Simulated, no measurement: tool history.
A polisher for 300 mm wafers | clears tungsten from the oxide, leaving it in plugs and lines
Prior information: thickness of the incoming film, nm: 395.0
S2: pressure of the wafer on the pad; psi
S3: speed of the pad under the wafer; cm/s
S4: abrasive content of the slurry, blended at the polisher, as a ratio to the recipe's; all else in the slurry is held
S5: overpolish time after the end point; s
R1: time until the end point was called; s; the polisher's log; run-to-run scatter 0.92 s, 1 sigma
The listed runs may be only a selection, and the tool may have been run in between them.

run 1 day=0.000 | flow_of_slurry_(ml/min)=140 S2=3.5 S3=126 S4=1.0 S5=9 | R1=88.432
run 2 day=0.054 | flow_of_slurry_(ml/min)=135 S2=3.4 S3=126 S4=1.0 S5=9 | R1=92.901
run 3 day=0.254 | flow_of_slurry_(ml/min)=130 S2=3.4 S3=126 S4=1.0 S5=9 | R1=93.540
run 4 day=0.629 | flow_of_slurry_(ml/min)=130 S2=3.4 S3=126 S4=1.0 S5=7 | R1=93.491
run 5 day=0.750 | flow_of_slurry_(ml/min)=130 S2=3.4 S3=146 S4=1.0 S5=7 | R1=78.846
run 6 day=0.858 | flow_of_slurry_(ml/min)=125 S2=3.3 S3=146 S4=1.0 S5=7 | R1=82.892
run 7 day=1.175 | flow_of_slurry_(ml/min)=120 S2=3.2 S3=146 S4=1.0 S5=7 | R1=85.651
run 8 day=1.354 | flow_of_slurry_(ml/min)=105 S2=2.5 S3=146 S4=1.0 S5=7 | R1=111.850
run 9 day=1.429 | flow_of_slurry_(ml/min)=110 S2=2.5 S3=146 S4=1.0 S5=7 | R1=110.540

Run 10 comes next. What will it give?
run 10 day=1.546 | flow_of_slurry_(ml/min)=115 S2=2.5 S3=146 S4=1.0 S5=7 | R1=?

{"run 10": {"R1": 107.83}}

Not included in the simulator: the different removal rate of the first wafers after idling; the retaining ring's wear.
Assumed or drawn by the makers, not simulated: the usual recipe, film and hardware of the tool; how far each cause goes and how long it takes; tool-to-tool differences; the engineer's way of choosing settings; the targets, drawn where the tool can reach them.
